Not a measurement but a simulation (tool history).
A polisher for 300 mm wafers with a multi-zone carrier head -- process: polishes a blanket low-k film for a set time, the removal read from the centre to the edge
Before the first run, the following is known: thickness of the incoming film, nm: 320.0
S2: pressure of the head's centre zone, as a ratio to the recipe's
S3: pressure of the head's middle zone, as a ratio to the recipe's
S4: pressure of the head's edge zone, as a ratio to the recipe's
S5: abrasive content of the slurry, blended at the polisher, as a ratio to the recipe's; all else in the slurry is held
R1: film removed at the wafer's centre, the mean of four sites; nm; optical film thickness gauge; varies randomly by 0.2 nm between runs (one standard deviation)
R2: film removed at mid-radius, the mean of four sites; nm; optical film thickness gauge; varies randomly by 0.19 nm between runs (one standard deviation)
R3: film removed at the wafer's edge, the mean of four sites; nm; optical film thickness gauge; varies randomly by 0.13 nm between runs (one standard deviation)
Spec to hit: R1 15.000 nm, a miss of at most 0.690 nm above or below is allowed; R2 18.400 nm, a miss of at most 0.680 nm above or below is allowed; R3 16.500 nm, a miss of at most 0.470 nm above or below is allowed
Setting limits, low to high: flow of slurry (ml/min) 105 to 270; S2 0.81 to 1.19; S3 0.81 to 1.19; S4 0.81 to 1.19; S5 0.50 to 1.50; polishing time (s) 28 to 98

Run 1, hour 0.0: flow of slurry (ml/min) 175, S2 1.00, S3 1.00, S4 1.00, S5 1.00, polishing time (s) 63. Result: R1 21.346 nm, R2 19.677 nm, R3 19.876 nm.
Run 2, hour 3.4: flow of slurry (ml/min) 175, S2 1.00, S3 1.00, S4 1.04, S5 1.00, polishing time (s) 63. Result: R1 21.121 nm, R2 19.397 nm, R3 19.946 nm.
Run 3, hour 7.0: flow of slurry (ml/min) 170, S2 0.98, S3 1.01, S4 1.03, S5 0.95, polishing time (s) 63. Result: R1 19.761 nm, R2 18.667 nm, R3 19.688 nm.
Run 4, hour 8.2: flow of slurry (ml/min) 170, S2 0.98, S3 1.01, S4 1.06, S5 0.95, polishing time (s) 63. Result: R1 19.926 nm, R2 19.090 nm, R3 19.943 nm.
Run 5, hour 10.4: flow of slurry (ml/min) 170, S2 0.97, S3 1.03, S4 1.04, S5 0.90, polishing time (s) 63. Result: R1 19.632 nm, R2 18.477 nm, R3 18.629 nm.
Run 6, hour 12.0: flow of slurry (ml/min) 170, S2 0.97, S3 1.03, S4 1.04, S5 0.90, polishing time (s) 52. Result: R1 16.091 nm, R2 15.280 nm, R3 15.500 nm.
Run 7, hour 15.9: flow of slurry (ml/min) 170, S2 0.97, S3 1.03, S4 1.04, S5 0.90, polishing time (s) 52. Result: R1 16.180 nm, R2 15.383 nm, R3 15.391 nm.
Run 8, hour 17.2: flow of slurry (ml/min) 175, S2 0.95, S3 1.05, S4 1.05, S5 0.90, polishing time (s) 52. Result: R1 15.828 nm, R2 15.418 nm, R3 15.468 nm.
Run 9, hour 25.8: flow of slurry (ml/min) 175, S2 0.93, S3 1.07, S4 1.05, S5 0.95, polishing time (s) 52. Result: R1 16.110 nm, R2 16.322 nm, R3 15.923 nm.
Run 10, hour 31.7: flow of slurry (ml/min) 175, S2 0.91, S3 1.09, S4 1.06, S5 0.95, polishing time (s) 52. Result: R1 15.745 nm, R2 16.784 nm, R3 16.198 nm.
Run 11, hour 39.2: flow of slurry (ml/min) 175, S2 0.90, S3 1.10, S4 1.06, S5 0.95, polishing time (s) 52. Result: R1 15.038 nm, R2 16.764 nm, R3 16.174 nm.
Run 12, hour 41.4: flow of slurry (ml/min) 205, S2 0.89, S3 1.19, S4 1.05, S5 1.00, polishing time (s) 52. Result: R1 16.699 nm, R2 19.284 nm, R3 16.974 nm.
Run 13, hour 42.4: flow of slurry (ml/min) 200, S2 0.88, S3 1.19, S4 1.05, S5 1.00, polishing time (s) 52. Result: R1 16.001 nm, R2 18.843 nm, R3 16.839 nm.
Run 14, hour 46.5: flow of slurry (ml/min) 195, S2 0.88, S3 1.19, S4 1.05, S5 1.00, polishing time (s) 52. Result: R1 16.191 nm, R2 18.709 nm, R3 16.903 nm.
Run 15, hour 52.2: flow of slurry (ml/min) 195, S2 0.87, S3 1.19, S4 1.04, S5 1.00, polishing time (s) 52. Result: R1 15.782 nm, R2 18.807 nm, R3 17.084 nm.
Run 16, hour 53.2: flow of slurry (ml/min) 200, S2 0.87, S3 1.19, S4 1.04, S5 1.00, polishing time (s) 52. Result: R1 16.251 nm, R2 18.714 nm, R3 17.017 nm.
Run 17, hour 59.9: flow of slurry (ml/min) 195, S2 0.87, S3 1.19, S4 1.05, S5 1.00, polishing time (s) 52. Result: R1 15.833 nm, R2 18.559 nm, R3 17.016 nm.

4 next moves are on the table. One of them brings every result within its allowed miss. Which?
Run A, hour 66.6: flow of slurry (ml/min) 175, S2 0.85, S3 1.08, S4 1.01, S5 1.00, polishing time (s) 52. Result: R1 ?, R2 ?, R3 ?.
Run B, hour 66.6: flow of slurry (ml/min) 210, S2 0.93, S3 1.19, S4 1.04, S5 1.00, polishing time (s) 52. Result: R1 ?, R2 ?, R3 ?.
Run C, hour 66.6: flow of slurry (ml/min) 105, S2 0.86, S3 1.04, S4 1.08, S5 0.95, polishing time (s) 62. Result: R1 ?, R2 ?, R3 ?.
Run D, hour 66.6: flow of slurry (ml/min) 220, S2 0.84, S3 1.19, S4 1.06, S5 1.10, polishing time (s) 48. Result: R1 ?, R2 ?, R3 ?.

move      R1      R2      R3
   A  14.825  16.649  16.385
   B  16.780  18.488  16.904
   C  15.004  16.472  17.775
   D  14.863  18.126  16.654
A: the furthest-off result lands on target, but another misses its tolerance
B: the biggest miss grows against the last run
C: the furthest-off result lands on target, but another misses its tolerance
D: all results in spec
Move D is the one to make.
